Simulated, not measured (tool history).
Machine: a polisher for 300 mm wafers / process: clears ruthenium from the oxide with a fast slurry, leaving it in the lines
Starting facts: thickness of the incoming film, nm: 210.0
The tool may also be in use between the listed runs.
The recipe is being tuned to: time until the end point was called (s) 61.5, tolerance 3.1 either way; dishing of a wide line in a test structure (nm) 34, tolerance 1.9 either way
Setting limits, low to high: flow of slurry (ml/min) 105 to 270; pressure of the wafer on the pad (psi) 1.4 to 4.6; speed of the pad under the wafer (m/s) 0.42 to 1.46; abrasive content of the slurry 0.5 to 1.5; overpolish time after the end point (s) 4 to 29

| run | hour | flow of slurry (ml/min) | pressure of the wafer on the pad (psi) | speed of the pad under the wafer (m/s) | abrasive content of the slurry | overpolish time after the end point (s) | time until the end point was called (s) | dishing of a wide line in a test structure (nm) |
|---|---|---|---|---|---|---|---|---|
| 1 | 0 | 175 | 3 | 0.94 | 1 | 15 | 42.42 | 38.222 |
| 2 | 7.6 | 175 | 2.9 | 0.94 | 1 | 15 | 43.413 | 37.377 |
| 3 | 14.8 | 175 | 3.3 | 0.94 | 1 | 15 | 39.354 | 41.312 |
| 4 | 22.4 | 175 | 4 | 0.94 | 1 | 15 | 34.117 | 45.03 |
| 5 | 28.3 | 175 | 3.7 | 0.92 | 1 | 15 | 36.604 | 43.082 |
| 6 | 34.9 | 175 | 3 | 0.92 | 1 | 15 | 43.117 | 37.86 |
| 7 | 37.8 | 170 | 2.2 | 0.86 | 1 | 20 | 59.893 | 37.957 |
| 8 | 40.6 | 170 | 2.1 | 0.86 | 1 | 19 | 63.588 | 35.698 |

5 next moves are on the table. One of them brings every result within its allowed miss. Which?
| A | 43.4 | 160 | 1.7 | 0.9 | 1.1 | 18 | ? | ? |
| B | 43.4 | 120 | 1.7 | 0.96 | 0.9 | 23 | ? | ? |
| C | 43.4 | 200 | 2 | 0.84 | 1.1 | 17 | ? | ? |
| D | 43.4 | 180 | 1.9 | 0.88 | 1.15 | 21 | ? | ? |
| E | 43.4 | 160 | 2.1 | 1.06 | 0.85 | 18 | ? | ? |

| move | time until the end point was called (s) | dishing of a wide line in a test structure (nm) |
|---|---|---|
| A | 67.042 | 34.049 |
| B | 74.398 | 37.071 |
| C | 61.209 | 34.772 |
| D | 60.519 | 39.546 |
| E | 55.962 | 37.922 |
A: meets the target for the result that was furthest off, but another lies outside its allowed miss
B: further off than the last run
C: all results in spec
D: further off than the last run
E: further off than the last run
C meets every target.

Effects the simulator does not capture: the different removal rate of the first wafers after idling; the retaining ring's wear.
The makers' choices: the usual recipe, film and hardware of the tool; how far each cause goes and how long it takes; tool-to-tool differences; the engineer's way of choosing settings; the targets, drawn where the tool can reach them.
